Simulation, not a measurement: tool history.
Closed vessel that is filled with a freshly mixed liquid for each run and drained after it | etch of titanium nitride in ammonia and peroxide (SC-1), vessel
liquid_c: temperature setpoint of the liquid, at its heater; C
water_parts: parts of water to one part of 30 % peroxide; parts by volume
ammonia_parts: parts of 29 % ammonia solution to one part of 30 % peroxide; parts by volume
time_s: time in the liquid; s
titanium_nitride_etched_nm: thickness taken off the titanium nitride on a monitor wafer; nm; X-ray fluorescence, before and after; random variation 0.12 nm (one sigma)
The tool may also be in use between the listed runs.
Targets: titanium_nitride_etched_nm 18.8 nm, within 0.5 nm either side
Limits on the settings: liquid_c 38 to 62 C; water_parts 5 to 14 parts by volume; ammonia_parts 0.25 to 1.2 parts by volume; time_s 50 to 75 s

run    day  liquid_c  water_parts  ammonia_parts  time_s  titanium_nitride_etched_nm
  1      0        46          7.5           0.95      75                       8.709
  2  0.338        46          7.5           0.95      75                      8.6277
  3  0.467        46          7.5           0.95      75                      8.7433
  4  0.617      39.5          7.5           0.95      75                      5.4206
  5      1      39.5          7.5           0.95      50                      3.6406
  6    1.3      39.5          7.5            0.7      50                      3.4717
  7    1.6        46          7.5            0.7      50                      5.5437
  8  1.658        54            6            0.7      50                       10.79
  9  1.808      56.5            6            0.7      50                      12.728
 10  1.967      58.5            6            0.7      50                      14.536
 11  2.017      59.5            6            0.7      50                      15.517
     2.396  -- ammonia flow meter replaced
 12  2.396      60.5            6            0.7      50                      16.602
 13  2.558        61            6            0.7      50                      16.999
 14  2.692      61.5            6            0.7      50                      17.705

Exactly one of the 5 candidate moves below puts every result within its allowed miss. Which one?
  A  2.825        62           11            0.7      75                           ?
  B  2.825      61.5          6.5           0.75      50                           ?
  C  2.825        58          6.5           0.65      75                           ?
  D  2.825      60.5            5              1      50                           ?
  E  2.825        62            5           0.75      50                           ?

move  titanium_nitride_etched_nm
   A                       20.21
   B                      17.131
   C                      19.991
   D                      18.762
   E                       19.96
A: takes the result that was furthest off past its target
B: lands further from the targets than the last run did
C: takes the result that was furthest off past its target
D: each result inside its tolerance
E: takes the result that was furthest off past its target
Move D is the one to make.

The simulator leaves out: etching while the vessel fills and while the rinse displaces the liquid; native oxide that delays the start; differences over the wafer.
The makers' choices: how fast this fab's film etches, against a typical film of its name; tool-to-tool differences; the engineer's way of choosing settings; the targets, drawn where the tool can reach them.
